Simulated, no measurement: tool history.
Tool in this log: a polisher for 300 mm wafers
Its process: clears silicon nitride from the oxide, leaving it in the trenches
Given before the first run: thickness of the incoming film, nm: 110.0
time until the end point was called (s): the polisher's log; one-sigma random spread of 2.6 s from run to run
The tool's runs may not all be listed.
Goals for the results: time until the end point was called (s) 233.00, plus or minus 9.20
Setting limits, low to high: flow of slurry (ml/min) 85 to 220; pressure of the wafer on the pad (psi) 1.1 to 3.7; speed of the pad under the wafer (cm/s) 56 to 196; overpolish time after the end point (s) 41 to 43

run  hour  flow of slurry (ml/min)  pressure of the wafer on the pad (psi)  speed of the pad under the wafer (cm/s)  overpolish time after the end point (s)  time until the end point was called (s)
  1   0.0                      140                                     2.4                                      126                                       41                                   139.18
  2   5.4                      140                                     2.2                                      126                                       41                                   151.38
  3   9.7                      140                                     2.2                                      126                                       43                                   150.17
  4  13.0                      140                                     2.1                                      126                                       43                                   156.99
  5  16.9                      140                                     2.0                                      126                                       43                                   162.62
  6  24.9                      140                                     1.9                                      126                                       43                                   173.00
  7  28.5                      140                                     1.8                                      126                                       43                                   183.35
  8  32.6                      140                                     1.7                                      126                                       43                                   190.57
  9  39.2                      140                                     1.6                                      126                                       43                                   201.63

Next run, 5 choices. One meets every target within its allowed miss, the rest don't. Which?
  A  45.8                      175                                     2.0                                      116                                       42                                        ?
  B  45.8                      175                                     1.6                                      104                                       43                                        ?
  C  45.8                      165                                     1.9                                      100                                       42                                        ?
  D  45.8                      145                                     1.7                                      134                                       41                                        ?
  E  45.8                      140                                     1.3                                      146                                       43                                        ?

move  time until the end point was called (s)
   A                                   176.01
   B                                   237.95
   C                                   214.11
   D                                   180.84
   E                                   210.36
A: further off than the last run
B: hits every target within its allowed miss
C: closer than the last run, but not yet in spec
D: further off than the last run
E: closer than the last run, but not yet in spec
B is the move that brings every result within its allowed miss.
